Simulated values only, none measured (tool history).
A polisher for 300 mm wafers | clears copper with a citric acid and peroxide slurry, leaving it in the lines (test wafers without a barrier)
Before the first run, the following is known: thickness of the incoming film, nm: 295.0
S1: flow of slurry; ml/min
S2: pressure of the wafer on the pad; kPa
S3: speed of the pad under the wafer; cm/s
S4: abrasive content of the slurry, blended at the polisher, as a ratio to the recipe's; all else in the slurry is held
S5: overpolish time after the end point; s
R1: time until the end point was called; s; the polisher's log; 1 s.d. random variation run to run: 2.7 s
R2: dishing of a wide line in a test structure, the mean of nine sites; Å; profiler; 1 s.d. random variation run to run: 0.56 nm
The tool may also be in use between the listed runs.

run  hour   S1    S2   S3   S4  S5      R1      R2
  1   0.0  195  13.8  126  1.0  23  138.02  372.11
  2   3.3  195  12.4  124  1.0  23  148.79  338.94
  3   4.3  195  12.4  106  1.0  23  167.62  296.10
  4  11.7  155  12.4  106  1.0  23  178.34  283.74
  5  13.1  155  12.4  106  1.0  31  182.44  363.76
  6  14.1  155  11.7  106  1.0  29  190.32  330.27
  7  21.4  155  11.7  106  1.0  28  189.20  318.26
  8  25.1  150  11.7  106  1.0  27  192.05  316.53

Run 9 is up next; what results do you expect?
  9  27.9  150  11.7  106  1.0  27   ?   ?

{"run 9": {"R1": 185.13, "R2": 315.14}}

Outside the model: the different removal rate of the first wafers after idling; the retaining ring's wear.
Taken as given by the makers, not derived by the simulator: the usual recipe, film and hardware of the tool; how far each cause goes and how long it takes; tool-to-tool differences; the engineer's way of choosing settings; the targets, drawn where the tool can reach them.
